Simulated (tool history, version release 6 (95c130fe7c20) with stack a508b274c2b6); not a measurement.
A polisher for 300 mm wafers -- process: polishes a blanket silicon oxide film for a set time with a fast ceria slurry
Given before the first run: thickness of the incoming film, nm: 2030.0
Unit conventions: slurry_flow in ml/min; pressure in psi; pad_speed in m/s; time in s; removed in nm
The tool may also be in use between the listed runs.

Run 1, day 0.000: slurry_flow 150 ml/min, pressure 2.1 psi, pad_speed 1.14 m/s, time 36 s. Result: removed 564.52 nm.
Run 2, day 0.212: slurry_flow 155 ml/min, pressure 2.4 psi, pad_speed 1.14 m/s, time 36 s. Result: removed 622.80 nm.
Run 3, day 0.242: slurry_flow 155 ml/min, pressure 2.8 psi, pad_speed 1.14 m/s, time 36 s. Result: removed 702.21 nm.
Run 4, day 0.350: slurry_flow 155 ml/min, pressure 2.8 psi, pad_speed 1.14 m/s, time 36 s. Result: removed 700.40 nm.
Run 5, day 0.488: slurry_flow 160 ml/min, pressure 2.9 psi, pad_speed 1.18 m/s, time 36 s. Result: removed 753.11 nm.
Run 6, day 0.667: slurry_flow 160 ml/min, pressure 3.2 psi, pad_speed 1.18 m/s, time 36 s. Result: removed 808.03 nm.

What will run 7 give?
Run 7, day 0.896: slurry_flow 165 ml/min, pressure 3.2 psi, pad_speed 1.22 m/s, time 36 s. Result: removed ?.

removed: 842.93 nm

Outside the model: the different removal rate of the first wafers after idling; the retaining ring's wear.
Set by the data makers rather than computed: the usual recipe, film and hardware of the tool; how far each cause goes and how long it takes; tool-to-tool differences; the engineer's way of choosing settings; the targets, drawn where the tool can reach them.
